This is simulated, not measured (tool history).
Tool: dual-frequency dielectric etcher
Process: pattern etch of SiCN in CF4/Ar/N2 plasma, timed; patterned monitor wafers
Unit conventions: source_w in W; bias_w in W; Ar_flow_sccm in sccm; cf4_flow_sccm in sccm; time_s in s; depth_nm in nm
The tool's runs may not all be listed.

run,hour,source_w,bias_w,Ar_flow_sccm,cf4_flow_sccm,time_s,depth_nm
1,0.0,410,97,79,50,181,144.52
2,3.7,380,97,79,50,181,132.45
3,10.9,380,97,79,55,181,133.16
4,15.4,370,97,79,55,181,130.77
5,21.9,370,97,68,55,181,132.70
6,28.6,370,97,68,55,189,139.98
7,36.4,360,97,68,55,189,134.91
8,36.9,350,97,68,55,189,130.68

What does the tool deliver on the next run?
9,45.4,340,97,68,55,189,?

depth_nm: 127.53 nm
